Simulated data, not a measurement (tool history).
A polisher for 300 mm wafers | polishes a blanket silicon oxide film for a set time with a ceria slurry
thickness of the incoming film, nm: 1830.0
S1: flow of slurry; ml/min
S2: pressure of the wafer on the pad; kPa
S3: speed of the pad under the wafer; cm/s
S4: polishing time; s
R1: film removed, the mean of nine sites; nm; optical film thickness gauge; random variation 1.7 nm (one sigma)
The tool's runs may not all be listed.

run  hour   S1    S2  S3  S4      R1
  1     0  190  23.4  86  52   186.1
  2   4.7  195  24.1  86  52  191.92
  3   9.9  195  24.1  86  52  196.09
  4  18.9  195  18.6  86  52  160.24
       20  -- worn pad replaced by a new one
  5    20  205    20  86  52  184.07
  6  20.9  205    20  70  52  148.71

The next listed run, before its measurement:
  7  24.7  220  21.4  70  52   ?

Run 7 gave R1 157.68 nm.
